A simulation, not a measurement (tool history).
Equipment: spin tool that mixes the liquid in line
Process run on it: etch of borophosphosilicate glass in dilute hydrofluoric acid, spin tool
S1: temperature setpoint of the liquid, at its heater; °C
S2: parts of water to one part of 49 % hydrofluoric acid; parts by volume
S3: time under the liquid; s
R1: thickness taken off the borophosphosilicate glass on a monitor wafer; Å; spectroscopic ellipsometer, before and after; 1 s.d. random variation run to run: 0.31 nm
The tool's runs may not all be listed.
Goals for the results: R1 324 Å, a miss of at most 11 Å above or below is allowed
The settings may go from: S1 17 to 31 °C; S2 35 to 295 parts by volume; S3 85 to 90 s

Run 1, hour 0: S1 23 °C, S2 165 parts by volume, S3 85 s. Result: R1 245.84 Å.
Run 2, hour 4.9: S1 23 °C, S2 190 parts by volume, S3 85 s. Result: R1 202.88 Å.
Run 3, hour 11: S1 23 °C, S2 190 parts by volume, S3 90 s. Result: R1 220.33 Å.
Run 4, hour 14.6: S1 23 °C, S2 190 parts by volume, S3 90 s. Result: R1 218.27 Å.
Run 5, hour 19.6: S1 25 °C, S2 185 parts by volume, S3 90 s. Result: R1 242.83 Å.
Run 6, hour 22.3: S1 26.5 °C, S2 180 parts by volume, S3 90 s. Result: R1 268.51 Å.
Run 7, hour 23.8: S1 27.5 °C, S2 180 parts by volume, S3 90 s. Result: R1 276.44 Å.
Run 8, hour 30.6: S1 28.5 °C, S2 180 parts by volume, S3 90 s. Result: R1 288 Å.
Run 9, hour 35: S1 29 °C, S2 180 parts by volume, S3 90 s. Result: R1 295.35 Å.
Run 10, hour 39.7: S1 29.5 °C, S2 180 parts by volume, S3 90 s. Result: R1 294.46 Å.
Run 11, hour 43.5: S1 30 °C, S2 180 parts by volume, S3 90 s. Result: R1 303.8 Å.

Below are 4 possible settings for the next run. Only one of them brings all results inside the allowed miss of their targets. Which is it?
Run A, hour 47.3: S1 31 °C, S2 190 parts by volume, S3 90 s. Result: R1 ?.
Run B, hour 47.3: S1 30 °C, S2 175 parts by volume, S3 85 s. Result: R1 ?.
Run C, hour 47.3: S1 30.5 °C, S2 175 parts by volume, S3 85 s. Result: R1 ?.
Run D, hour 47.3: S1 29.5 °C, S2 160 parts by volume, S3 85 s. Result: R1 ?.

move      R1
   A  293.27
   B     296
   C  301.24
   D  324.17
A: further off than the last run
B: further off than the last run
C: further off than the last run
D: hits every target within its allowed miss
D meets every target.
